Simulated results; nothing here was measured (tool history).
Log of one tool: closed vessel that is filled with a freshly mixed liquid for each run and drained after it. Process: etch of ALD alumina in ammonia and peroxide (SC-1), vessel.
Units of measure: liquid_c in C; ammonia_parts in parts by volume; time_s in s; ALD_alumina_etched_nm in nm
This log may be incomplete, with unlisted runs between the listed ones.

| run | hour | liquid_c | ammonia_parts | time_s | ALD_alumina_etched_nm |
|---|---|---|---|---|---|
| 1 | 0 | 50 | 0.5 | 830 | 40.5 |
| 2 | 4.3 | 56 | 0.5 | 830 | 57.18 |
| 3 | 6.6 | 61.5 | 0.5 | 830 | 76.278 |
| 4 | 8.9 | 56 | 0.5 | 830 | 56.197 |
| 5 | 15 | 56 | 0.5 | 890 | 60.013 |
| 6 | 20.7 | 56 | 0.5 | 890 | 60.73 |
| 7 | 28.9 | 50 | 0.5 | 890 | 44.137 |
| 8 | 30.3 | 46 | 0.5 | 890 | 35.202 |

Run 9 has not been measured yet. What should we expect?
| 9 | 36.8 | 43.5 | 0.5 | 890 | ? |

ALD_alumina_etched_nm: 30.213 nm
